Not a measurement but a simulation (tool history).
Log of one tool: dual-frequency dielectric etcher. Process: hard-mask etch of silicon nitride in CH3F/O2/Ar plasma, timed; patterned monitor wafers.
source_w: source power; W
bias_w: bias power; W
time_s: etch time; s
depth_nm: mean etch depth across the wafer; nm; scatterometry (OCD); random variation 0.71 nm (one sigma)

{"run": 1, "hour": 0.0, "source_w": 460, "bias_w": 79, "time_s": 219, "depth_nm": 153.62}
{"run": 2, "hour": 7.5, "source_w": 420, "bias_w": 79, "time_s": 219, "depth_nm": 148.39}
{"run": 3, "hour": 11.0, "source_w": 420, "bias_w": 79, "time_s": 228.5, "depth_nm": 153.81}
{"run": 4, "hour": 16.1, "source_w": 420, "bias_w": 79, "time_s": 228.5, "depth_nm": 155.96}
{"run": 5, "hour": 19.1, "source_w": 420, "bias_w": 91, "time_s": 228.5, "depth_nm": 161.7}
{"run": 6, "hour": 28.0, "source_w": 500, "bias_w": 91, "time_s": 228.5, "depth_nm": 172.04}

The next listed run, before its measurement:
{"run": 7, "hour": 36.7, "source_w": 430, "bias_w": 79, "time_s": 225.5, "depth_nm": "?"}

Run 7 gave depth_nm 155.09 nm.
